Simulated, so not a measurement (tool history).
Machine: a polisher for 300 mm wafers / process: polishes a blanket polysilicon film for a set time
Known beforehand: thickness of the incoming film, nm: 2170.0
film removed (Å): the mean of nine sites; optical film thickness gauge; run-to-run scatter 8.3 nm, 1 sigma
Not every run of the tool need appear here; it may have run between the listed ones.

run  hour  flow of slurry (ml/min)  pressure of the wafer on the pad (kPa)  speed of the pad under the wafer (m/s)  polishing time (s)  film removed (Å)
  1   0.0                      265                                    20.0                                    1.18                  44            4292.7
  2   1.7                      265                                    17.2                                    1.18                  44            3698.1
  3   8.8                      220                                    17.2                                    1.18                  44            3624.4
  4  16.5                      220                                    17.2                                    1.18                  39            3217.7
  5  20.4                      235                                    19.3                                    1.20                  39            3739.2
  6  27.2                      245                                    21.4                                    1.22                  39            4220.8
  7  27.9                      255                                    22.8                                    1.24                  39            4422.3

Run 8 comes next. What will it give?
  8  33.0                      255                                    28.3                                    1.58                  40                 ?

Run 8 came out at film removed (Å) 7338.8.
